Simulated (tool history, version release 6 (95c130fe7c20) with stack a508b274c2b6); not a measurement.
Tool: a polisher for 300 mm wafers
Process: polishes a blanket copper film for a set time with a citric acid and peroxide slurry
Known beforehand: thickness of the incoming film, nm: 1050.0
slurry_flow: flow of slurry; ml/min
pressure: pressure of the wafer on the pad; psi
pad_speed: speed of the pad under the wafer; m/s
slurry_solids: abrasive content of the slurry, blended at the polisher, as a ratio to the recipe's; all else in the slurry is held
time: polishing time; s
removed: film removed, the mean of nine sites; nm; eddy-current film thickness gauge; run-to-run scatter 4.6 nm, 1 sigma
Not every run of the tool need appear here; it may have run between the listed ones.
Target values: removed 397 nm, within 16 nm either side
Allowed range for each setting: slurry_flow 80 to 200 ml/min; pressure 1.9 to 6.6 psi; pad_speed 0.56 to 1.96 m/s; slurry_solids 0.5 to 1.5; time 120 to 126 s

{"run": 1, "hour": 0.0, "slurry_flow": 130, "pressure": 4.2, "pad_speed": 1.26, "slurry_solids": 1, "time": 120, "removed": 504.23}
{"run": 2, "hour": 1.6, "slurry_flow": 130, "pressure": 4.2, "pad_speed": 1.26, "slurry_solids": 0.9, "time": 120, "removed": 485.6}
{"run": 3, "hour": 5.5, "slurry_flow": 130, "pressure": 4.2, "pad_speed": 1.26, "slurry_solids": 0.9, "time": 120, "removed": 479.68}
{"run": 4, "hour": 6.1, "slurry_flow": 130, "pressure": 5.3, "pad_speed": 1.26, "slurry_solids": 0.9, "time": 120, "removed": 577.44}
{"run": 5, "hour": 12.7, "slurry_flow": 125, "pressure": 4.8, "pad_speed": 1.24, "slurry_solids": 0.9, "time": 120, "removed": 528.82}
{"run": 6, "hour": 14.2, "slurry_flow": 125, "pressure": 4.8, "pad_speed": 1.14, "slurry_solids": 0.9, "time": 120, "removed": 491.87}
{"run": 7, "hour": 19.2, "slurry_flow": 125, "pressure": 4.8, "pad_speed": 1.14, "slurry_solids": 0.9, "time": 120, "removed": 485.95}
{"run": 8, "hour": 25.5, "slurry_flow": 125, "pressure": 4.5, "pad_speed": 1.14, "slurry_solids": 0.9, "time": 120, "removed": 467.48}
{"run": 9, "hour": 29.4, "slurry_flow": 115, "pressure": 3.6, "pad_speed": 1.12, "slurry_solids": 0.9, "time": 120, "removed": 371.2}
{"run": 10, "hour": 38.2, "slurry_flow": 120, "pressure": 3.6, "pad_speed": 1.12, "slurry_solids": 0.9, "time": 120, "removed": 374.8}

Which of these 5 next moves meets every target?
{"run": "A", "hour": 47.0, "slurry_flow": 90, "pressure": 3.4, "pad_speed": 1.34, "slurry_solids": 0.8, "time": 124, "removed": "?"}
{"run": "B", "hour": 47.0, "slurry_flow": 120, "pressure": 3.8, "pad_speed": 1.04, "slurry_solids": 0.95, "time": 120, "removed": "?"}
{"run": "C", "hour": 47.0, "slurry_flow": 95, "pressure": 3.1, "pad_speed": 1.24, "slurry_solids": 0.85, "time": 126, "removed": "?"}
{"run": "D", "hour": 47.0, "slurry_flow": 120, "pressure": 3.2, "pad_speed": 1.14, "slurry_solids": 0.85, "time": 124, "removed": "?"}
{"run": "E", "hour": 47.0, "slurry_flow": 125, "pressure": 2.9, "pad_speed": 1.24, "slurry_solids": 0.65, "time": 126, "removed": "?"}

move=A removed=397.84
move=B removed=369.88
move=C removed=359.35
move=D removed=356.1
move=E removed=347.91
A: all results in spec
B: lands further from the targets than the last run did
C: lands further from the targets than the last run did
D: lands further from the targets than the last run did
E: lands further from the targets than the last run did
The right move is A.
